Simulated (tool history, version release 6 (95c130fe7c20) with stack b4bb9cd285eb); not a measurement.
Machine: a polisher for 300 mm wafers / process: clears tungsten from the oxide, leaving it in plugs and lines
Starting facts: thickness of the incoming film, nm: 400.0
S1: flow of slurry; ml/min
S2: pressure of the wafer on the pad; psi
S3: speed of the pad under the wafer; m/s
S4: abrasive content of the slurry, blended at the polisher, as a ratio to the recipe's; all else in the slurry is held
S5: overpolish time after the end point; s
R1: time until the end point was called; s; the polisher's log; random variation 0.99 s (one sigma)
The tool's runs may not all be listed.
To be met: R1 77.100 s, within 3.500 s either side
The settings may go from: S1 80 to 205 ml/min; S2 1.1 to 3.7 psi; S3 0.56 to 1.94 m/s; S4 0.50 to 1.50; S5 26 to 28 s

{"run": 1, "day": 0.0, "S1": 135, "S2": 2.4, "S3": 1.24, "S4": 1.0, "S5": 26, "R1": 138.95}
{"run": 2, "day": 0.358, "S1": 135, "S2": 2.9, "S3": 1.24, "S4": 1.0, "S5": 26, "R1": 116.7}
{"run": 3, "day": 0.604, "S1": 135, "S2": 2.6, "S3": 1.24, "S4": 1.0, "S5": 26, "R1": 131.08}
{"run": 4, "day": 0.654, "S1": 140, "S2": 3.0, "S3": 1.28, "S4": 1.0, "S5": 26, "R1": 109.75}
{"run": 5, "day": 0.825, "S1": 140, "S2": 3.2, "S3": 1.34, "S4": 1.0, "S5": 26, "R1": 96.428}
{"run": 6, "day": 1.083, "S1": 140, "S2": 3.2, "S3": 1.34, "S4": 1.0, "S5": 28, "R1": 96.145}
{"run": 7, "day": 1.425, "S1": 140, "S2": 3.4, "S3": 1.36, "S4": 1.0, "S5": 28, "R1": 91.848}
{"run": 8, "day": 1.538, "S1": 145, "S2": 3.5, "S3": 1.38, "S4": 1.0, "S5": 28, "R1": 86.713}

5 candidate next runs follow, results not yet known. Just one meets every target within its allowed miss. Identify it.
{"run": "A", "day": 1.65, "S1": 195, "S2": 3.7, "S3": 1.38, "S4": 1.0, "S5": 28, "R1": "?"}
{"run": "B", "day": 1.65, "S1": 100, "S2": 3.4, "S3": 1.54, "S4": 1.0, "S5": 27, "R1": "?"}
{"run": "C", "day": 1.65, "S1": 120, "S2": 3.0, "S3": 1.48, "S4": 1.4, "S5": 28, "R1": "?"}
{"run": "D", "day": 1.65, "S1": 130, "S2": 3.7, "S3": 1.3, "S4": 1.0, "S5": 28, "R1": "?"}
{"run": "E", "day": 1.65, "S1": 95, "S2": 3.6, "S3": 1.32, "S4": 1.35, "S5": 27, "R1": "?"}

move=A R1=76.566
move=B R1=85.111
move=C R1=87.241
move=D R1=86.894
move=E R1=87.350
A: every result lands within tolerance
B: better than the last run, though not everything is in spec
C: moves away from the targets compared with the last run
D: about the same distance from the targets as the last run
E: moves away from the targets compared with the last run
Correct choice: A, which meets every target

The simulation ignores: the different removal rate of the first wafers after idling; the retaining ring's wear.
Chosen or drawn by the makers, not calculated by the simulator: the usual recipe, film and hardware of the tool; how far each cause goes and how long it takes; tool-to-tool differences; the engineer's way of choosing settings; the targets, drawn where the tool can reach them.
